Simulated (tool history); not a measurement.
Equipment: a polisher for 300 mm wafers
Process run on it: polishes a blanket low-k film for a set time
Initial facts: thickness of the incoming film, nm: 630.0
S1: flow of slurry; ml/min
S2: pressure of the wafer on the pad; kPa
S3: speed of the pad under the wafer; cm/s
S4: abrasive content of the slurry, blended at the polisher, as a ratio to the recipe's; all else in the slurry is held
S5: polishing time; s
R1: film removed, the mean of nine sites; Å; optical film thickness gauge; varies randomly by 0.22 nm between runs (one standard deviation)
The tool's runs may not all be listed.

run,hour,S1,S2,S3,S4,S5,R1
1,0,140,8.3,104,1,92,231.63
2,5.7,120,8.3,104,1,92,219.67
3,10.3,120,8.3,84,1,92,204.76
4,17.5,120,8.3,102,1,92,226.06
5,18.7,120,9,102,1,92,237.82
6,24.6,120,8.3,102,1,92,216.38
7,32.5,120,8.3,102,1,92,224.95
8,40.6,120,7.6,102,1,92,207.64

Run 9 comes next. What will it give?
9,48.7,115,6.2,100,1,92,?

R1: 174.9 Å
